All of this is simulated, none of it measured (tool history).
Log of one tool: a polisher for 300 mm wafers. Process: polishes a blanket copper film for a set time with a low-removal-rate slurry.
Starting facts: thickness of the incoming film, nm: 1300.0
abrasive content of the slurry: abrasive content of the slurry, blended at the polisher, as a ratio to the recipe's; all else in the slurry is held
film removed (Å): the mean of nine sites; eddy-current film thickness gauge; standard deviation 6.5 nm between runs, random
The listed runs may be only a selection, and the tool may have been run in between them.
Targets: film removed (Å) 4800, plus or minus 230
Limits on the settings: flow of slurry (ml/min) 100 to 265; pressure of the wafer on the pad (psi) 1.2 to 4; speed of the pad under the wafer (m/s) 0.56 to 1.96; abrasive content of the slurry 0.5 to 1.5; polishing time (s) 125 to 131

run  hour  flow of slurry (ml/min)  pressure of the wafer on the pad (psi)  speed of the pad under the wafer (m/s)  abrasive content of the slurry  polishing time (s)  film removed (Å)
  1     0                      170                                     2.6                                    1.26                               1                 125            3395.2
  2   4.9                      170                                     2.6                                    1.26                               1                 131            3514.7
  3  11.2                      170                                     2.7                                    1.26                               1                 131            3610.3
  4  17.9                      170                                     2.7                                    1.26                               1                 131            3516.6
  5  23.7                      170                                     2.7                                    1.26                               1                 125            3440.5
  6  28.1                      195                                     2.7                                    1.26                               1                 125            3648.9
  7  29.7                      200                                     2.8                                    1.26                               1                 125            3649.3
  8  35.4                      200                                     2.9                                    1.26                               1                 125            3713.8
  9  42.5                      200                                       3                                    1.26                               1                 125              3872
 10  51.1                      205                                     3.6                                    1.28                               1                 125              4523

Which one of the following 5 next-run settings gets every result inside its allowed miss? There is exactly one.
  A  59.7                      205                                     3.2                                    1.14                            1.25                 131                 ?
  B  59.7                      190                                     3.4                                     1.3                            1.05                 126                 ?
  C  59.7                      185                                     3.5                                     1.4                               1                 129                 ?
  D  59.7                      245                                     3.5                                    1.14                             1.1                 125                 ?
  E  59.7                      205                                     3.5                                     1.1                             1.1                 131                 ?

move  film removed (Å)
   A            4221.8
   B            4382.4
   C            4754.6
   D            4262.7
   E            4244.1
A: its largest miss is bigger than the last run's
B: its largest miss is bigger than the last run's
C: every result lands within tolerance
D: its largest miss is bigger than the last run's
E: its largest miss is bigger than the last run's
Move C is the one to make.

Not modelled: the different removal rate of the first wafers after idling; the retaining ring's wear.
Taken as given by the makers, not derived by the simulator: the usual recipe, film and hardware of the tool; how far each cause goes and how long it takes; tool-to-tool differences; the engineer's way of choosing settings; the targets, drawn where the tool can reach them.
